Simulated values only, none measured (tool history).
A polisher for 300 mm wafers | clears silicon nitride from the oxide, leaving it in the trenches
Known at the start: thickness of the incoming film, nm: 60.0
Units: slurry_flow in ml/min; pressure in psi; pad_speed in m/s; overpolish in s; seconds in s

Run 1, hour 0.0: slurry_flow 255 ml/min, pressure 1.8 psi, pad_speed 0.96 m/s, overpolish 7 s. Result: seconds 111.87 s.
Run 2, hour 0.5: slurry_flow 220 ml/min, pressure 1.8 psi, pad_speed 0.96 m/s, overpolish 7 s. Result: seconds 109.07 s.
Run 3, hour 3.0: slurry_flow 220 ml/min, pressure 1.6 psi, pad_speed 0.94 m/s, overpolish 7 s. Result: seconds 126.90 s.
Run 4, hour 4.0: slurry_flow 220 ml/min, pressure 1.6 psi, pad_speed 0.80 m/s, overpolish 7 s. Result: seconds 149.50 s.
Run 5, hour 11.9: slurry_flow 220 ml/min, pressure 1.5 psi, pad_speed 0.80 m/s, overpolish 7 s. Result: seconds 157.67 s.
Run 6, hour 19.3: slurry_flow 175 ml/min, pressure 1.5 psi, pad_speed 0.80 m/s, overpolish 7 s. Result: seconds 165.68 s.

Run 7 comes next. What will it give?
Run 7, hour 24.5: slurry_flow 175 ml/min, pressure 1.4 psi, pad_speed 0.80 m/s, overpolish 7 s. Result: seconds ?.

seconds: 168.38 s
